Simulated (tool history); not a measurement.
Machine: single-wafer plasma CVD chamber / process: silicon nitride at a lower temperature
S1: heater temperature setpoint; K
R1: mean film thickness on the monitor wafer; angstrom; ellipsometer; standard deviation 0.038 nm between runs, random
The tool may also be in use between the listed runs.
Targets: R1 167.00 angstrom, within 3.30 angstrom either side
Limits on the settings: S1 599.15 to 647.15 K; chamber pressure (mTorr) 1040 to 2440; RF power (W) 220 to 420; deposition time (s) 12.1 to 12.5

Run 1, day 0.000: S1 623.15 K, chamber pressure (mTorr) 1740, RF power (W) 320, deposition time (s) 12.1. Result: R1 149.84 angstrom.
Run 2, day 0.354: S1 623.15 K, chamber pressure (mTorr) 1860, RF power (W) 325, deposition time (s) 12.1. Result: R1 155.85 angstrom.
Run 3, day 0.612: S1 632.15 K, chamber pressure (mTorr) 1860, RF power (W) 325, deposition time (s) 12.1. Result: R1 154.53 angstrom.
Run 4, day 0.825: S1 632.15 K, chamber pressure (mTorr) 1940, RF power (W) 325, deposition time (s) 12.1. Result: R1 156.57 angstrom.
Run 5, day 0.962: S1 632.15 K, chamber pressure (mTorr) 2010, RF power (W) 325, deposition time (s) 12.1. Result: R1 158.99 angstrom.
Run 6, day 1.171: S1 632.15 K, chamber pressure (mTorr) 2060, RF power (W) 325, deposition time (s) 12.1. Result: R1 160.14 angstrom.
Run 7, day 1.383: S1 632.15 K, chamber pressure (mTorr) 2100, RF power (W) 325, deposition time (s) 12.1. Result: R1 160.32 angstrom.
Run 8, day 1.679: S1 632.15 K, chamber pressure (mTorr) 2150, RF power (W) 325, deposition time (s) 12.1. Result: R1 161.06 angstrom.
Run 9, day 2.025: S1 632.15 K, chamber pressure (mTorr) 2190, RF power (W) 325, deposition time (s) 12.1. Result: R1 162.76 angstrom.
Run 10, day 2.217: S1 632.15 K, chamber pressure (mTorr) 2220, RF power (W) 325, deposition time (s) 12.1. Result: R1 163.46 angstrom.

Below are 5 possible settings for the next run. Only one of them brings all results inside the allowed miss of their targets. Which is it?
Run A, day 2.408: S1 634.15 K, chamber pressure (mTorr) 2230, RF power (W) 320, deposition time (s) 12.5. Result: R1 ?.
Run B, day 2.408: S1 626.15 K, chamber pressure (mTorr) 1850, RF power (W) 330, deposition time (s) 12.2. Result: R1 ?.
Run C, day 2.408: S1 633.15 K, chamber pressure (mTorr) 2430, RF power (W) 350, deposition time (s) 12.1. Result: R1 ?.
Run D, day 2.408: S1 643.15 K, chamber pressure (mTorr) 2150, RF power (W) 315, deposition time (s) 12.3. Result: R1 ?.
Run E, day 2.408: S1 647.15 K, chamber pressure (mTorr) 2440, RF power (W) 305, deposition time (s) 12.2. Result: R1 ?.

move      R1
   A  166.17
   B  158.21
   C  178.01
   D  158.97
   E  158.11
A: all results in spec
B: further off than the last run
C: moves the result that the last run missed by most past its target, out the other side
D: further off than the last run
E: further off than the last run
Go with A: it meets all targets.
